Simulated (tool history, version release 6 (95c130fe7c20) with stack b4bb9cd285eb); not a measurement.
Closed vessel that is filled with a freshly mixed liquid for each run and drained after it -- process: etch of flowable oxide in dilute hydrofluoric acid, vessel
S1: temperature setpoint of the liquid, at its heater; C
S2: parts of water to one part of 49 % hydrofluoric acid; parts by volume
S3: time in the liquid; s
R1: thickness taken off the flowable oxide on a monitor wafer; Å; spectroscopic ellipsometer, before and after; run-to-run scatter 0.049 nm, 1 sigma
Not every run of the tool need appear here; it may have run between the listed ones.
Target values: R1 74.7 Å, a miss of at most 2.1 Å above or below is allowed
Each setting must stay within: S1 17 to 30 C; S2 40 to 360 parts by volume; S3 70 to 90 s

run	hour	S1	S2	S3	R1
1	0	22	200	90	98.811
2	7.7	24	200	90	107.1
3	10.3	22	205	90	96.054
4	15.7	22	205	90	95.316
5	18.7	20.5	210	90	88.124
6	25	20.5	145	90	136.5
7	28.6	19.5	170	90	109.97
8	30.1	18.5	185	90	95.287

Below are 4 possible settings for the next run. Only one of them brings all results inside the allowed miss of their targets. Which is it?
A	31.6	17	195	90	?
B	31.6	19.5	190	70	?
C	31.6	17.5	195	90	?
D	31.6	25.5	205	90	?

move	R1
A	84.294
B	74.628
C	85.991
D	109.73
A: better than the last run, though not everything is in spec
B: each result inside its tolerance
C: better than the last run, though not everything is in spec
D: moves away from the targets compared with the last run
The move that meets every target is B.
